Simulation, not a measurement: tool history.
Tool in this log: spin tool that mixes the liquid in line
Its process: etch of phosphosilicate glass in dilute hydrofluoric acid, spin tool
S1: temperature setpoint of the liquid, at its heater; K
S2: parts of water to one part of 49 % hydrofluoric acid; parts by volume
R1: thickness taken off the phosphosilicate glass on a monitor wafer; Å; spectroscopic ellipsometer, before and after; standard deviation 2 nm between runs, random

{"run": 1, "hour": 0.0, "S1": 295.15, "S2": 105, "time under the liquid (s)": 55, "R1": 980.77}
{"run": 2, "hour": 8.0, "S1": 297.15, "S2": 90, "time under the liquid (s)": 55, "R1": 1291.5}
{"run": 3, "hour": 14.0, "S1": 298.65, "S2": 85, "time under the liquid (s)": 55, "R1": 1437.8}
{"run": 4, "hour": 15.0, "S1": 298.65, "S2": 85, "time under the liquid (s)": 55, "R1": 1445.1}
{"run": 5, "hour": 23.0, "S1": 298.65, "S2": 110, "time under the liquid (s)": 55, "R1": 1083.4}
{"run": 6, "hour": 28.2, "S1": 298.65, "S2": 80, "time under the liquid (s)": 55, "R1": 1522.5}
{"run": 7, "hour": 35.2, "S1": 299.65, "S2": 75, "time under the liquid (s)": 55, "R1": 1723.4}
{"run": 8, "hour": 42.0, "S1": 300.65, "S2": 75, "time under the liquid (s)": 55, "R1": 1789.7}
{"run": 9, "hour": 42.7, "S1": 301.15, "S2": 75, "time under the liquid (s)": 55, "R1": 1823.0}

Estimate the outcome of run 10 from the log above:
{"run": 10, "hour": 43.9, "S1": 301.65, "S2": 75, "time under the liquid (s)": 55, "R1": "?"}

R1: 1873.00 Å
